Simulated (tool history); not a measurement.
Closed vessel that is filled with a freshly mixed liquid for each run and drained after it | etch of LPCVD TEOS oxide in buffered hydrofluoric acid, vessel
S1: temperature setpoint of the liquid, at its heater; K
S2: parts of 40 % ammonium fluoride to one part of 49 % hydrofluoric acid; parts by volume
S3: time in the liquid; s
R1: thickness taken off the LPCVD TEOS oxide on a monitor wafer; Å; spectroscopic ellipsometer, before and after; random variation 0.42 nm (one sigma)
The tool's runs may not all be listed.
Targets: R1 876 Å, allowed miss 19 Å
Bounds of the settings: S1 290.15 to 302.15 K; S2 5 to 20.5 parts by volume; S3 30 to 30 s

{"run": 1, "hour": 0.0, "S1": 294.15, "S2": 12.5, "S3": 30, "R1": 395.54}
{"run": 2, "hour": 4.7, "S1": 295.15, "S2": 12, "S3": 30, "R1": 432.67}
{"run": 3, "hour": 11.0, "S1": 296.65, "S2": 12, "S3": 30, "R1": 474.85}
{"run": 4, "hour": 16.7, "S1": 296.65, "S2": 12, "S3": 30, "R1": 469.44}
{"run": 5, "hour": 20.6, "S1": 294.15, "S2": 12, "S3": 30, "R1": 407.07}
{"run": 6, "hour": 28.0, "S1": 295.15, "S2": 11.5, "S3": 30, "R1": 449.02}
{"run": 7, "hour": 30.0, "S1": 299.15, "S2": 7.5, "S3": 30, "R1": 827.2}
{"hour": 33.5, "done": "hydrofluoric acid flow meter replaced"}
{"run": 8, "hour": 33.5, "S1": 299.65, "S2": 7.5, "S3": 30, "R1": 957.1}
{"run": 9, "hour": 42.0, "S1": 299.15, "S2": 7.5, "S3": 30, "R1": 931.09}

5 next moves are on the table. One of them brings every result within its allowed miss. Which?
{"run": "A", "hour": 50.5, "S1": 297.15, "S2": 6.5, "S3": 30, "R1": "?"}
{"run": "B", "hour": 50.5, "S1": 301.65, "S2": 8.5, "S3": 30, "R1": "?"}
{"run": "C", "hour": 50.5, "S1": 300.15, "S2": 8, "S3": 30, "R1": "?"}
{"run": "D", "hour": 50.5, "S1": 300.65, "S2": 8, "S3": 30, "R1": "?"}
{"run": "E", "hour": 50.5, "S1": 300.65, "S2": 8.5, "S3": 30, "R1": "?"}

move=A R1=962.04
move=B R1=931.15
move=C R1=918.12
move=D R1=942.93
move=E R1=883.01
A: further off than the last run
B: as far off as the last run
C: nearer than the last run, and not there yet
D: further off than the last run
E: meets every target
Move E is the one to make.

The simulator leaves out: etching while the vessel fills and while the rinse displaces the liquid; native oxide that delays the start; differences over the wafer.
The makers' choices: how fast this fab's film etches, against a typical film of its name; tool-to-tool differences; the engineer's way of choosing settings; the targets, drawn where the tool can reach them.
